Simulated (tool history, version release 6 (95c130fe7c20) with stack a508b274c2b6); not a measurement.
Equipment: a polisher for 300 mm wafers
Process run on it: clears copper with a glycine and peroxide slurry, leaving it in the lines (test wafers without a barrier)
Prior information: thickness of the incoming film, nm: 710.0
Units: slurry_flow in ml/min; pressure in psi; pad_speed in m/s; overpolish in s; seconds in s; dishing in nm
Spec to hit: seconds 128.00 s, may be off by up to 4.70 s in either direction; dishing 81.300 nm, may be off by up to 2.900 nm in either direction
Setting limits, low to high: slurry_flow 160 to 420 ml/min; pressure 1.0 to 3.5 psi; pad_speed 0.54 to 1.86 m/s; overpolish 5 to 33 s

| run | hour | slurry_flow | pressure | pad_speed | overpolish | seconds | dishing |
|---|---|---|---|---|---|---|---|
| 1 | 0.0 | 270 | 2.2 | 1.18 | 17 | 123.60 | 59.091 |
| 2 | 4.1 | 215 | 2.2 | 1.18 | 17 | 126.12 | 57.955 |
| 3 | 8.5 | 215 | 1.7 | 1.18 | 17 | 152.50 | 50.467 |
| 4 | 15.9 | 160 | 1.7 | 1.18 | 17 | 159.08 | 47.010 |
| 5 | 24.6 | 160 | 1.7 | 1.34 | 17 | 143.09 | 51.569 |
| 6 | 32.1 | 215 | 1.7 | 1.34 | 17 | 137.93 | 53.847 |
| 7 | 34.6 | 240 | 2.0 | 1.30 | 25 | 122.82 | 72.889 |
|  | 35.2 | worn pad replaced by a new one |
| 8 | 35.2 | 240 | 2.0 | 1.30 | 26 | 113.04 | 80.892 |
| 9 | 36.4 | 235 | 1.9 | 1.30 | 27 | 117.28 | 80.080 |
| 10 | 40.6 | 230 | 1.8 | 1.30 | 28 | 121.16 | 78.850 |
| 11 | 41.2 | 225 | 1.8 | 1.30 | 29 | 120.28 | 81.933 |

Exercise: of the 5 proposed moves below, exactly one satisfies all targets within the stated allowed misses. Which move is it?
| A | 41.8 | 200 | 2.1 | 1.08 | 29 | ? | ? |
| B | 41.8 | 200 | 2.0 | 1.40 | 26 | ? | ? |
| C | 41.8 | 240 | 2.1 | 1.36 | 23 | ? | ? |
| D | 41.8 | 210 | 2.3 | 1.20 | 28 | ? | ? |
| E | 41.8 | 250 | 1.7 | 1.48 | 30 | ? | ? |

| move | seconds | dishing |
|---|---|---|
| A | 129.68 | 80.934 |
| B | 108.50 | 82.371 |
| C | 104.81 | 78.893 |
| D | 111.25 | 86.442 |
| E | 111.85 | 85.600 |
A: in spec on every target
B: moves away from the targets compared with the last run
C: moves away from the targets compared with the last run
D: moves away from the targets compared with the last run
E: moves away from the targets compared with the last run
Move A is the one to make.
